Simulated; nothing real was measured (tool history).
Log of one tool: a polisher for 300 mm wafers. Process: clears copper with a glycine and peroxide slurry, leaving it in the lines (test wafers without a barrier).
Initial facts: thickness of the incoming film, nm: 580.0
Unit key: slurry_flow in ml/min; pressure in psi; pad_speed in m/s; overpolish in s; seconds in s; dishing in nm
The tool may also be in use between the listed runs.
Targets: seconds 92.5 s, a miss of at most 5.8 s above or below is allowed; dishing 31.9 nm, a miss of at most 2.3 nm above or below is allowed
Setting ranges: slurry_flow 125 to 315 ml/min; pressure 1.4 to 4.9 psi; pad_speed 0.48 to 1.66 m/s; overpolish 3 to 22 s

| run | hour | slurry_flow | pressure | pad_speed | overpolish | seconds | dishing |
|---|---|---|---|---|---|---|---|
| 1 | 0 | 205 | 3.1 | 1.06 | 11 | 91.866 | 44.406 |
| 2 | 6.3 | 205 | 2.6 | 1.06 | 11 | 106.98 | 43.41 |
| 3 | 11.4 | 205 | 2.7 | 1.04 | 10 | 107.12 | 37.207 |
| 4 | 14.8 | 205 | 2.7 | 1.3 | 10 | 88.388 | 45.914 |
| 5 | 16.3 | 205 | 2.7 | 1.44 | 10 | 81.314 | 48.758 |
| 6 | 19.5 | 205 | 2.7 | 1.42 | 9 | 79.273 | 43.711 |
| 7 | 25.4 | 205 | 2.6 | 1.42 | 9 | 83.246 | 41.927 |
| 8 | 32.5 | 205 | 2.4 | 1.4 | 8 | 87.831 | 37.297 |

Of the 4 settings listed for the next run, only one would bring every result within its allowed miss of target. Which one?
| A | 39.6 | 215 | 2.3 | 1.34 | 9 | ? | ? |
| B | 39.6 | 195 | 2.7 | 1.44 | 6 | ? | ? |
| C | 39.6 | 270 | 2.2 | 1.66 | 6 | ? | ? |
| D | 39.6 | 190 | 2.9 | 1.16 | 7 | ? | ? |

| move | seconds | dishing |
|---|---|---|
| A | 93.788 | 38.377 |
| B | 80.86 | 31.003 |
| C | 78.02 | 31.767 |
| D | 93.405 | 31.415 |
A: misses by more than the last run did
B: brings the last run's worst result on target, with another outside its allowed miss
C: brings the last run's worst result on target, with another outside its allowed miss
D: every result lands within tolerance
The move that meets every target is D.
